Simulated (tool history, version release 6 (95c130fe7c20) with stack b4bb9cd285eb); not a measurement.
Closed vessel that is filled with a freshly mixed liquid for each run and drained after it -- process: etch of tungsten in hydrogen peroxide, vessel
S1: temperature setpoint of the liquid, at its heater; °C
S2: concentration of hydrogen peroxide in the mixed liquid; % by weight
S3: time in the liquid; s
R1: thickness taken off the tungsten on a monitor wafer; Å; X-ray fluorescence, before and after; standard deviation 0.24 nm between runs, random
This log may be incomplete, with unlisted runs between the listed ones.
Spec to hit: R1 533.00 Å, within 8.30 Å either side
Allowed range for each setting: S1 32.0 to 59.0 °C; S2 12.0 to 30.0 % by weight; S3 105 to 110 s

{"run": 1, "day": 0.0, "S1": 43.0, "S2": 21.5, "S3": 105, "R1": 718.25}
{"run": 2, "day": 0.371, "S1": 43.0, "S2": 21.5, "S3": 105, "R1": 725.46}
{"run": 3, "day": 0.738, "S1": 43.0, "S2": 23.5, "S3": 105, "R1": 750.79}
{"run": 4, "day": 0.875, "S1": 42.0, "S2": 23.5, "S3": 105, "R1": 708.83}
{"run": 5, "day": 1.196, "S1": 42.0, "S2": 20.5, "S3": 105, "R1": 663.23}
{"run": 6, "day": 1.404, "S1": 42.0, "S2": 23.5, "S3": 105, "R1": 710.88}
{"run": 7, "day": 1.608, "S1": 36.5, "S2": 23.5, "S3": 105, "R1": 499.53}
{"run": 8, "day": 1.975, "S1": 37.0, "S2": 23.5, "S3": 105, "R1": 512.09}
{"run": 9, "day": 2.029, "S1": 37.0, "S2": 23.5, "S3": 105, "R1": 506.8}

Exactly one of the 5 candidate moves below puts every result within its allowed miss. Which one?
{"run": "A", "day": 2.083, "S1": 36.5, "S2": 21.5, "S3": 105, "R1": "?"}
{"run": "B", "day": 2.083, "S1": 37.0, "S2": 24.5, "S3": 110, "R1": "?"}
{"run": "C", "day": 2.083, "S1": 36.5, "S2": 26.5, "S3": 110, "R1": "?"}
{"run": "D", "day": 2.083, "S1": 36.0, "S2": 26.5, "S3": 110, "R1": "?"}
{"run": "E", "day": 2.083, "S1": 39.5, "S2": 18.0, "S3": 110, "R1": "?"}

move=A R1=471.16
move=B R1=544.71
move=C R1=548.00
move=D R1=530.03
move=E R1=550.41
A: the biggest miss grows against the last run
B: the result that was furthest off in the last run now lies on the other side of its target
C: the result that was furthest off in the last run now lies on the other side of its target
D: meets every target
E: the result that was furthest off in the last run now lies on the other side of its target
Move D is the one to make.

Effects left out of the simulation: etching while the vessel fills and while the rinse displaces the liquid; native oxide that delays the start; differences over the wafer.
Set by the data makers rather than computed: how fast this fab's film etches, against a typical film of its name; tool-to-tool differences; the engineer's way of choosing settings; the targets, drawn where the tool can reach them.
